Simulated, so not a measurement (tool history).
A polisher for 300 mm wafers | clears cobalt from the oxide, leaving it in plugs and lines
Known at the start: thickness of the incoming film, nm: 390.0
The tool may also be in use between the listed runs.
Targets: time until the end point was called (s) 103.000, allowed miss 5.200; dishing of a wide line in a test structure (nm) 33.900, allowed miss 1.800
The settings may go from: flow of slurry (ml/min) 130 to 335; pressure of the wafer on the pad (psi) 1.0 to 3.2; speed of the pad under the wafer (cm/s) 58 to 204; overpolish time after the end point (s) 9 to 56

run  hour  flow of slurry (ml/min)  pressure of the wafer on the pad (psi)  speed of the pad under the wafer (cm/s)  overpolish time after the end point (s)  time until the end point was called (s)  dishing of a wide line in a test structure (nm)
  1   0.0                      215                                     2.1                                      130                                       29                                   52.644                                           53.450
  2   6.4                      215                                     2.1                                      150                                       29                                   46.086                                           56.352
  3  13.0                      215                                     1.7                                      150                                       29                                   57.238                                           53.556
  4  14.3                      215                                     1.3                                      150                                       29                                   72.846                                           50.920
  5  17.7                      230                                     1.3                                      144                                       26                                   75.153                                           47.549
  6  21.9                      185                                     1.3                                      144                                       26                                   77.512                                           49.567
  7  29.4                      245                                     1.0                                      108                                       12                                  125.870                                           24.314
  8  33.4                      235                                     1.0                                      108                                       13                                  126.660                                           25.852
  9  38.5                      225                                     1.0                                      108                                       13                                  128.440                                           25.273
 10  39.8                      220                                     1.0                                      110                                       14                                  126.930                                           26.383
     43.9  -- slurry nozzle cleaned
 11  43.9                      215                                     1.0                                      110                                       15                                  123.370                                           28.417
 12  49.3                      210                                     1.0                                      110                                       15                                  123.020                                           28.687
 13  54.6                      205                                     1.0                                      110                                       15                                  123.190                                           28.556

4 next moves are on the table. One of them brings every result within its allowed miss. Which?
  A  59.9                      215                                     1.4                                       98                                       16                                        ?                                                ?
  B  59.9                      175                                     1.2                                      122                                       18                                        ?                                                ?
  C  59.9                      170                                     1.4                                       84                                       15                                        ?                                                ?
  D  59.9                      180                                     1.1                                      122                                       19                                        ?                                                ?

move  time until the end point was called (s)  dishing of a wide line in a test structure (nm)
   A                                  102.640                                           34.155
   B                                   97.985                                           37.500
   C                                  121.450                                           29.480
   D                                  106.130                                           37.004
A: meets every target
B: brings the result that was furthest off to its target, and leaves another outside
C: nearer than the last run, and not there yet
D: brings the result that was furthest off to its target, and leaves another outside
The right move is A.
